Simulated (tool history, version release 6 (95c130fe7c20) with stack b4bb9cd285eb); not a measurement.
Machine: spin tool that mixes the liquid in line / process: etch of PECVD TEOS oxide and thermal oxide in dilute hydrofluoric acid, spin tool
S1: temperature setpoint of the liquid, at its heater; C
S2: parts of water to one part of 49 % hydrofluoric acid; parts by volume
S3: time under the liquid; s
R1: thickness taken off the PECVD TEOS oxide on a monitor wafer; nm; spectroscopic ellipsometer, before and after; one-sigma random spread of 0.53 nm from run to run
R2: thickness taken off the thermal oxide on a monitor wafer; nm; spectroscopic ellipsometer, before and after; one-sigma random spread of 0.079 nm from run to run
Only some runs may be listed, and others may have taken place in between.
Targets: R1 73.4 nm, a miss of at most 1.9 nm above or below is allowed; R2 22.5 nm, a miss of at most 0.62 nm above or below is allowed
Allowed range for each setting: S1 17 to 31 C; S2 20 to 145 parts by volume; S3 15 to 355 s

{"run": 1, "hour": 0.0, "S1": 23, "S2": 80, "S3": 180, "R1": 32.58, "R2": 9.906}
{"run": 2, "hour": 3.6, "S1": 23, "S2": 80, "S3": 255, "R1": 46.397, "R2": 14.117}
{"run": 3, "hour": 8.9, "S1": 20, "S2": 80, "S3": 255, "R1": 40.76, "R2": 12.418}
{"run": 4, "hour": 12.3, "S1": 20, "S2": 95, "S3": 255, "R1": 33.495, "R2": 10.333}
{"run": 5, "hour": 13.6, "S1": 21.5, "S2": 90, "S3": 255, "R1": 37.677, "R2": 11.74}
{"run": 6, "hour": 17.4, "S1": 21.5, "S2": 75, "S3": 255, "R1": 46.428, "R2": 14.191}
{"run": 7, "hour": 25.4, "S1": 25.5, "S2": 70, "S3": 255, "R1": 58.758, "R2": 18.066}
{"run": 8, "hour": 32.8, "S1": 26, "S2": 70, "S3": 255, "R1": 60.912, "R2": 18.331}
{"run": 9, "hour": 34.8, "S1": 26.5, "S2": 70, "S3": 255, "R1": 60.81, "R2": 18.746}
{"run": 10, "hour": 38.5, "S1": 27, "S2": 70, "S3": 255, "R1": 62.352, "R2": 19.118}
{"run": 11, "hour": 42.7, "S1": 27.5, "S2": 70, "S3": 255, "R1": 62.877, "R2": 19.62}
{"run": 12, "hour": 50.8, "S1": 28, "S2": 70, "S3": 255, "R1": 64.814, "R2": 20.076}
{"run": 13, "hour": 56.0, "S1": 28.5, "S2": 70, "S3": 255, "R1": 65.928, "R2": 20.434}
{"run": 14, "hour": 57.2, "S1": 29, "S2": 70, "S3": 255, "R1": 68.181, "R2": 20.87}
{"run": 15, "hour": 62.4, "S1": 30, "S2": 70, "S3": 255, "R1": 70.166, "R2": 21.462}

Exercise: of the 4 proposed moves below, exactly one satisfies all targets within the stated allowed misses. Which move is it?
{"run": "A", "hour": 67.6, "S1": 31, "S2": 80, "S3": 320, "R1": "?", "R2": "?"}
{"run": "B", "hour": 67.6, "S1": 25, "S2": 55, "S3": 265, "R1": "?", "R2": "?"}
{"run": "C", "hour": 67.6, "S1": 26, "S2": 65, "S3": 285, "R1": "?", "R2": "?"}
{"run": "D", "hour": 67.6, "S1": 28.5, "S2": 75, "S3": 275, "R1": "?", "R2": "?"}

move=A R1=78.437 R2=24.304
move=B R1=77.36 R2=23.97
move=C R1=72.308 R2=22.405
move=D R1=65.808 R2=20.391
A: the result that was furthest off in the last run now lies on the other side of its target
B: the result that was furthest off in the last run now lies on the other side of its target
C: every result within its allowed miss
D: the biggest miss grows against the last run
The move that meets every target is C.
